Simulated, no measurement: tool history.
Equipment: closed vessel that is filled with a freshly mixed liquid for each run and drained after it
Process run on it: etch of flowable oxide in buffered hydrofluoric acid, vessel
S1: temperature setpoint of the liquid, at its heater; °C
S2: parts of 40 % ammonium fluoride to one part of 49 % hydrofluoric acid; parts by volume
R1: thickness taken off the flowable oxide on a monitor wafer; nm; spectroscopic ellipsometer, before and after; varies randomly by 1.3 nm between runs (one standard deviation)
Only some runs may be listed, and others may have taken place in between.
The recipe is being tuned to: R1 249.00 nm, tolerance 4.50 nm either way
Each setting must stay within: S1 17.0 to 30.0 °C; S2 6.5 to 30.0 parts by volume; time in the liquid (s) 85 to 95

{"run": 1, "hour": 0.0, "S1": 22.0, "S2": 19.5, "time in the liquid (s)": 85, "R1": 216.44}
{"run": 2, "hour": 6.3, "S1": 22.5, "S2": 19.5, "time in the liquid (s)": 85, "R1": 223.25}
{"run": 3, "hour": 11.9, "S1": 21.0, "S2": 19.5, "time in the liquid (s)": 85, "R1": 205.3}
{"run": 4, "hour": 15.9, "S1": 21.5, "S2": 19.5, "time in the liquid (s)": 85, "R1": 210.36}
{"run": 5, "hour": 21.6, "S1": 19.0, "S2": 19.5, "time in the liquid (s)": 85, "R1": 184.39}
{"run": 6, "hour": 28.6, "S1": 19.0, "S2": 19.5, "time in the liquid (s)": 85, "R1": 184.95}
{"run": 7, "hour": 33.5, "S1": 20.0, "S2": 19.5, "time in the liquid (s)": 85, "R1": 193.4}
{"run": 8, "hour": 37.8, "S1": 21.0, "S2": 19.5, "time in the liquid (s)": 85, "R1": 205.66}
{"run": 9, "hour": 40.9, "S1": 21.5, "S2": 19.5, "time in the liquid (s)": 85, "R1": 210.01}
{"run": 10, "hour": 42.1, "S1": 22.0, "S2": 19.5, "time in the liquid (s)": 85, "R1": 215.67}
{"run": 11, "hour": 43.0, "S1": 22.0, "S2": 19.5, "time in the liquid (s)": 85, "R1": 217.7}
{"run": 12, "hour": 46.1, "S1": 22.5, "S2": 19.5, "time in the liquid (s)": 85, "R1": 223.99}
{"run": 13, "hour": 49.8, "S1": 23.0, "S2": 19.5, "time in the liquid (s)": 85, "R1": 230.44}
{"run": 14, "hour": 55.2, "S1": 23.0, "S2": 19.5, "time in the liquid (s)": 85, "R1": 231.23}

Of the 4 settings listed for the next run, only one would bring every result within its allowed miss of target. Which one?
{"run": "A", "hour": 60.6, "S1": 24.0, "S2": 22.0, "time in the liquid (s)": 95, "R1": "?"}
{"run": "B", "hour": 60.6, "S1": 24.0, "S2": 19.0, "time in the liquid (s)": 90, "R1": "?"}
{"run": "C", "hour": 60.6, "S1": 23.5, "S2": 17.5, "time in the liquid (s)": 85, "R1": "?"}
{"run": "D", "hour": 60.6, "S1": 22.5, "S2": 18.5, "time in the liquid (s)": 95, "R1": "?"}

move=A R1=248.97
move=B R1=264.91
move=C R1=264.00
move=D R1=264.36
A: every result within its allowed miss
B: takes the biggest miss from the last run beyond its target
C: takes the biggest miss from the last run beyond its target
D: takes the biggest miss from the last run beyond its target
A meets every target.

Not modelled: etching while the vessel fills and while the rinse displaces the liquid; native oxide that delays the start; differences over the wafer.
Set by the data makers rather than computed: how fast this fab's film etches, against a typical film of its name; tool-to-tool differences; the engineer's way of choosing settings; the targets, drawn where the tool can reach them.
